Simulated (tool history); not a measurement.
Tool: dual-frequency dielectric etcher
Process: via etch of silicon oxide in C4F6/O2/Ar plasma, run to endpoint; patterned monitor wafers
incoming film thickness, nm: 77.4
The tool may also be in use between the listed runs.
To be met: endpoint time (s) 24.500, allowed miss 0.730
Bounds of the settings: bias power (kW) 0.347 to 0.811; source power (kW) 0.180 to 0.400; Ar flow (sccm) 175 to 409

Run 1, hour 0.0: bias power (kW) 0.579, source power (kW) 0.290, Ar flow (sccm) 292. Result: endpoint time (s) 19.149.
Run 2, hour 3.9: bias power (kW) 0.545, source power (kW) 0.280, Ar flow (sccm) 296. Result: endpoint time (s) 19.449.
Run 3, hour 12.4: bias power (kW) 0.545, source power (kW) 0.280, Ar flow (sccm) 326. Result: endpoint time (s) 19.827.
Run 4, hour 20.1: bias power (kW) 0.514, source power (kW) 0.260, Ar flow (sccm) 333. Result: endpoint time (s) 20.948.
Run 5, hour 27.7: bias power (kW) 0.564, source power (kW) 0.260, Ar flow (sccm) 333. Result: endpoint time (s) 20.542.
Run 6, hour 31.4: bias power (kW) 0.548, source power (kW) 0.250, Ar flow (sccm) 337. Result: endpoint time (s) 20.766.
Run 7, hour 32.5: bias power (kW) 0.525, source power (kW) 0.240, Ar flow (sccm) 342. Result: endpoint time (s) 21.433.
Run 8, hour 34.6: bias power (kW) 0.507, source power (kW) 0.230, Ar flow (sccm) 345. Result: endpoint time (s) 22.468.
Run 9, hour 36.7: bias power (kW) 0.492, source power (kW) 0.230, Ar flow (sccm) 345. Result: endpoint time (s) 22.594.
Run 10, hour 37.9: bias power (kW) 0.478, source power (kW) 0.230, Ar flow (sccm) 345. Result: endpoint time (s) 23.082.
Run 11, hour 40.5: bias power (kW) 0.469, source power (kW) 0.230, Ar flow (sccm) 345. Result: endpoint time (s) 23.103.
Run 12, hour 43.1: bias power (kW) 0.460, source power (kW) 0.230, Ar flow (sccm) 345. Result: endpoint time (s) 23.592.
Run 13, hour 47.9: bias power (kW) 0.455, source power (kW) 0.230, Ar flow (sccm) 345. Result: endpoint time (s) 23.514.
Run 14, hour 52.4: bias power (kW) 0.449, source power (kW) 0.230, Ar flow (sccm) 345. Result: endpoint time (s) 23.298.
Run 15, hour 53.8: bias power (kW) 0.441, source power (kW) 0.230, Ar flow (sccm) 345. Result: endpoint time (s) 23.538.

Which of these 4 next moves meets every target?
Run A, hour 55.2: bias power (kW) 0.420, source power (kW) 0.200, Ar flow (sccm) 388. Result: endpoint time (s) ?.
Run B, hour 55.2: bias power (kW) 0.476, source power (kW) 0.200, Ar flow (sccm) 341. Result: endpoint time (s) ?.
Run C, hour 55.2: bias power (kW) 0.379, source power (kW) 0.220, Ar flow (sccm) 361. Result: endpoint time (s) ?.
Run D, hour 55.2: bias power (kW) 0.347, source power (kW) 0.220, Ar flow (sccm) 355. Result: endpoint time (s) ?.

move  endpoint time (s)
   A             26.284
   B             24.702
   C             26.015
   D             26.874
A: takes the result that was furthest off past its target
B: meets every target
C: takes the result that was furthest off past its target
D: takes the result that was furthest off past its target
Answer: B
